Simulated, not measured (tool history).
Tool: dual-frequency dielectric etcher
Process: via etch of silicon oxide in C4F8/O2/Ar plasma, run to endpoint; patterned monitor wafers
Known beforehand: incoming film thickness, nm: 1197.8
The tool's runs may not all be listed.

run	day	source power (W)	bias power (W)	endpoint time (s)
1	0.000	2180	2720	236.02
2	0.071	2070	2665	238.54
3	0.442	1960	2548	248.04
4	0.733	1790	2548	249.22
5	0.779	1790	2330	257.97
6	0.833	1740	2281	264.49

What will run 7 give?
7	1.096	1710	2259	?

{"run 7": {"endpoint time (s)": 263.7}}

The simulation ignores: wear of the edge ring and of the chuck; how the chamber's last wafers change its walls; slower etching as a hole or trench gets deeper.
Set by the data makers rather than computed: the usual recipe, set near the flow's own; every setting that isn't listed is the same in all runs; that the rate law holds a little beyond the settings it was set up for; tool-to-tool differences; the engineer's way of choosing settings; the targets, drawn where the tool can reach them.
